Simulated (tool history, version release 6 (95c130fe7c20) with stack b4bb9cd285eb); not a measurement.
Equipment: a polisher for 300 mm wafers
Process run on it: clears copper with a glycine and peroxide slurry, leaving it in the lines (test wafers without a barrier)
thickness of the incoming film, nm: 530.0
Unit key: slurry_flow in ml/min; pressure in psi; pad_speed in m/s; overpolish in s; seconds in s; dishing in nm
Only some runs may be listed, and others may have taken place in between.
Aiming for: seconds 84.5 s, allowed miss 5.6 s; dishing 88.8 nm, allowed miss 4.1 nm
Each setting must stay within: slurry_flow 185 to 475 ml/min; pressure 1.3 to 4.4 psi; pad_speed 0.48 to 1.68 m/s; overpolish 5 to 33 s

| run | day | slurry_flow | pressure | pad_speed | overpolish | seconds | dishing |
|---|---|---|---|---|---|---|---|
| 1 | 0 | 305 | 2.8 | 1.08 | 17 | 84.834 | 63.757 |
| 2 | 0.154 | 305 | 2.8 | 0.82 | 17 | 103.39 | 55.416 |
| 3 | 0.467 | 305 | 2.8 | 0.82 | 14 | 107.72 | 46.571 |
| 4 | 0.571 | 305 | 2.9 | 0.84 | 16 | 99.569 | 54.565 |
| 5 | 0.662 | 305 | 3 | 0.84 | 17 | 95.905 | 56.696 |
| 6 | 0.725 | 305 | 3 | 0.84 | 23 | 97.126 | 70.745 |
| 7 | 1.025 | 305 | 3.1 | 0.84 | 24 | 92.643 | 74.537 |
| 8 | 1.096 | 305 | 3.1 | 0.84 | 25 | 94.982 | 76.515 |

Which single option among these 5 for the next run brings every result within its allowed miss of target? Just one does.
| A | 1.167 | 360 | 3 | 0.98 | 29 | ? | ? |
| B | 1.167 | 320 | 4.1 | 0.92 | 28 | ? | ? |
| C | 1.167 | 280 | 2.9 | 0.8 | 29 | ? | ? |
| D | 1.167 | 305 | 2.6 | 0.72 | 24 | ? | ? |
| E | 1.167 | 335 | 3.4 | 1.08 | 29 | ? | ? |

| move | seconds | dishing |
|---|---|---|
| A | 86.099 | 89.006 |
| B | 70.284 | 98.276 |
| C | 106.45 | 79.735 |
| D | 124.93 | 63.311 |
| E | 71.687 | 97.386 |
A: all results land within tolerance of their targets
B: moves the result that the last run missed by most past its target, out the other side
C: misses by more than the last run did
D: misses by more than the last run did
E: moves the result that the last run missed by most past its target, out the other side
So the answer is move A, the one that meets all the targets.

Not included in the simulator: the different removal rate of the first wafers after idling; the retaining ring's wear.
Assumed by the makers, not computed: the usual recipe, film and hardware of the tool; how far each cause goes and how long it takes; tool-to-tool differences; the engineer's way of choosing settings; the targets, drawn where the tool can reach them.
